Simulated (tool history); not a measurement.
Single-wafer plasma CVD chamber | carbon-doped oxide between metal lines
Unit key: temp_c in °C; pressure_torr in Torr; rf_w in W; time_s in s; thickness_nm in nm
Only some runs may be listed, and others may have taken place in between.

{"run": 1, "hour": 0.0, "temp_c": 355, "pressure_torr": 5.03, "rf_w": 455, "time_s": 9.9, "thickness_nm": 46.599}
{"run": 2, "hour": 5.6, "temp_c": 359, "pressure_torr": 4.57, "rf_w": 425, "time_s": 9.9, "thickness_nm": 43.542}
{"run": 3, "hour": 8.4, "temp_c": 362, "pressure_torr": 4.21, "rf_w": 405, "time_s": 9.9, "thickness_nm": 41.778}
{"run": 4, "hour": 9.5, "temp_c": 364, "pressure_torr": 3.97, "rf_w": 390, "time_s": 9.9, "thickness_nm": 40.341}
{"run": 5, "hour": 10.5, "temp_c": 366, "pressure_torr": 3.75, "rf_w": 380, "time_s": 9.9, "thickness_nm": 39.412}
{"run": 6, "hour": 17.1, "temp_c": 373, "pressure_torr": 3.75, "rf_w": 380, "time_s": 9.9, "thickness_nm": 38.606}
{"run": 7, "hour": 22.8, "temp_c": 374, "pressure_torr": 3.64, "rf_w": 375, "time_s": 9.9, "thickness_nm": 38.254}

Run 8 is up next; what results do you expect?
{"run": 8, "hour": 23.9, "temp_c": 375, "pressure_torr": 3.54, "rf_w": 370, "time_s": 9.9, "thickness_nm": "?"}

{"run 8": {"thickness_nm": 37.906}}
